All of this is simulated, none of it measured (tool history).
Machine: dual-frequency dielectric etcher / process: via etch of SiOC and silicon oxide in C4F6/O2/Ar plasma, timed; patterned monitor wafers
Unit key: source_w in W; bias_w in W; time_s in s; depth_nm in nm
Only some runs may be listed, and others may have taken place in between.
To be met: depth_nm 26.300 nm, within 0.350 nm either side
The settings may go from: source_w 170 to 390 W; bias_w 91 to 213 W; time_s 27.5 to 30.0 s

| run | hour | source_w | bias_w | time_s | depth_nm |
|---|---|---|---|---|---|
| 1 | 0.0 | 280 | 152 | 30.0 | 29.372 |
| 2 | 6.1 | 260 | 151 | 30.0 | 28.693 |
| 3 | 9.6 | 260 | 134 | 30.0 | 27.847 |
| 4 | 14.5 | 250 | 133 | 30.0 | 27.680 |
| 5 | 19.9 | 230 | 133 | 30.0 | 26.977 |
| 6 | 24.0 | 230 | 133 | 27.5 | 24.760 |
| 7 | 26.4 | 240 | 134 | 27.5 | 24.891 |
| 8 | 29.0 | 250 | 135 | 27.5 | 25.414 |

Which of these 5 next moves meets every target?
| A | 31.6 | 290 | 121 | 27.5 | ? |
| B | 31.6 | 270 | 146 | 27.5 | ? |
| C | 31.6 | 220 | 124 | 28.0 | ? |
| D | 31.6 | 240 | 125 | 30.0 | ? |
| E | 31.6 | 220 | 112 | 30.0 | ? |

| move | depth_nm |
|---|---|
| A | 25.832 |
| B | 26.431 |
| C | 24.493 |
| D | 26.914 |
| E | 25.657 |
A: gains on the last run, yet a result remains outside its allowed miss
B: every result within its allowed miss
C: misses by more than the last run did
D: pushes the last run's worst result past its target
E: gains on the last run, yet a result remains outside its allowed miss
The move that meets every target is B.
